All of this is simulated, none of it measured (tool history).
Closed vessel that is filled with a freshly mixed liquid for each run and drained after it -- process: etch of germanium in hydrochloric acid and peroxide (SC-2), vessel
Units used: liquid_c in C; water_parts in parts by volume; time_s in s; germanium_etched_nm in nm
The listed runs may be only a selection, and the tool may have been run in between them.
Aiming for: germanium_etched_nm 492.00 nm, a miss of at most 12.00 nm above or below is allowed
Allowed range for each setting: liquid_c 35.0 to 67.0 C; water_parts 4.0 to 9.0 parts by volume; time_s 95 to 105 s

run 1 day=0.000 | liquid_c=51.0 water_parts=5.0 time_s=95 | germanium_etched_nm=313.98
run 2 day=0.079 | liquid_c=54.5 water_parts=5.0 time_s=95 | germanium_etched_nm=353.19
run 3 day=0.408 | liquid_c=57.0 water_parts=5.0 time_s=95 | germanium_etched_nm=380.59
run 4 day=0.550 | liquid_c=59.0 water_parts=5.0 time_s=95 | germanium_etched_nm=408.78
run 5 day=0.821 | liquid_c=59.0 water_parts=6.0 time_s=95 | germanium_etched_nm=400.67
-- day=1.167 thermometer replaced
run 6 day=1.167 | liquid_c=59.0 water_parts=7.0 time_s=95 | germanium_etched_nm=422.46
run 7 day=1.362 | liquid_c=60.0 water_parts=7.0 time_s=95 | germanium_etched_nm=434.96
run 8 day=1.667 | liquid_c=60.0 water_parts=7.0 time_s=95 | germanium_etched_nm=436.96
run 9 day=2.029 | liquid_c=61.0 water_parts=7.0 time_s=95 | germanium_etched_nm=442.22
run 10 day=2.304 | liquid_c=62.0 water_parts=7.0 time_s=95 | germanium_etched_nm=459.32
run 11 day=2.625 | liquid_c=62.5 water_parts=7.0 time_s=95 | germanium_etched_nm=469.63
run 12 day=2.667 | liquid_c=63.0 water_parts=7.0 time_s=95 | germanium_etched_nm=471.06

4 next moves are on the table. One of them brings every result within its allowed miss. Which?
run A day=2.708 | liquid_c=60.5 water_parts=7.5 time_s=100 | germanium_etched_nm=?
run B day=2.708 | liquid_c=61.0 water_parts=7.0 time_s=105 | germanium_etched_nm=?
run C day=2.708 | liquid_c=58.0 water_parts=7.0 time_s=105 | germanium_etched_nm=?
run D day=2.708 | liquid_c=62.0 water_parts=7.5 time_s=95 | germanium_etched_nm=?

move=A germanium_etched_nm=463.79
move=B germanium_etched_nm=496.62
move=C germanium_etched_nm=453.97
move=D germanium_etched_nm=460.54
A: lands further from the targets than the last run did
B: each result inside its tolerance
C: lands further from the targets than the last run did
D: lands further from the targets than the last run did
B is the move that brings every result within its allowed miss.
